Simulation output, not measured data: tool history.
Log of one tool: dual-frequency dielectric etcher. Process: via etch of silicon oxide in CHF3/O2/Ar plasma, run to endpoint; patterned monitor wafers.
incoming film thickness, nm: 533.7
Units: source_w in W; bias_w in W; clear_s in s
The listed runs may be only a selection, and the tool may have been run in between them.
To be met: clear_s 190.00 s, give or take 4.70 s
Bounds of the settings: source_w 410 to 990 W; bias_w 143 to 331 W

run	hour	source_w	bias_w	clear_s
1	0.0	700	237	217.94
2	2.7	720	240	212.21
3	9.8	600	240	230.64
4	13.1	680	240	218.44
5	16.7	570	240	237.15
6	25.5	570	266	226.61
7	33.6	600	268	221.75
8	40.7	620	270	219.46
9	48.6	640	272	215.59

Of the 4 settings listed for the next run, only one would bring every result within its allowed miss of target. Which one?
A	56.5	790	288	?
B	56.5	720	274	?
C	56.5	790	256	?
D	56.5	680	303	?

move	clear_s
A	190.73
B	202.71
C	200.24
D	199.30
A: every result lands within tolerance
B: an improvement on the last run, though not all results are within tolerance
C: an improvement on the last run, though not all results are within tolerance
D: an improvement on the last run, though not all results are within tolerance
A is the move that brings every result within its allowed miss.
